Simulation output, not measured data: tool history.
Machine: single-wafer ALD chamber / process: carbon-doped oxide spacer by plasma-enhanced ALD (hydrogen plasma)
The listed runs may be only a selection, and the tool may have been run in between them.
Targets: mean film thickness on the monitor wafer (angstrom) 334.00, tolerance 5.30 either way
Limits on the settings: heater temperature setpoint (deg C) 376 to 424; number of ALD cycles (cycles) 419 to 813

run,hour,heater temperature setpoint (deg C),number of ALD cycles (cycles),mean film thickness on the monitor wafer (angstrom)
1,0.0,400,616,299.02
2,7.4,408,616,292.63
3,9.1,415,616,287.09
4,14.4,408,616,294.00
5,15.2,404,630,301.12
6,21.0,401,643,310.90
7,26.0,398,650,315.96
8,30.2,396,656,317.24
9,34.7,395,664,325.76
10,43.3,390,674,327.10

5 candidate next runs follow, results not yet known. Just one meets every target within its allowed miss. Identify it.
A,51.9,397,652,?
B,51.9,385,669,?
C,51.9,381,653,?
D,51.9,398,687,?
E,51.9,395,656,?

move,mean film thickness on the monitor wafer (angstrom)
A,318.26
B,326.56
C,318.75
D,335.35
E,320.22
A: the biggest miss grows against the last run
B: the biggest miss grows against the last run
C: the biggest miss grows against the last run
D: in spec on every target
E: the biggest miss grows against the last run
D meets every target.
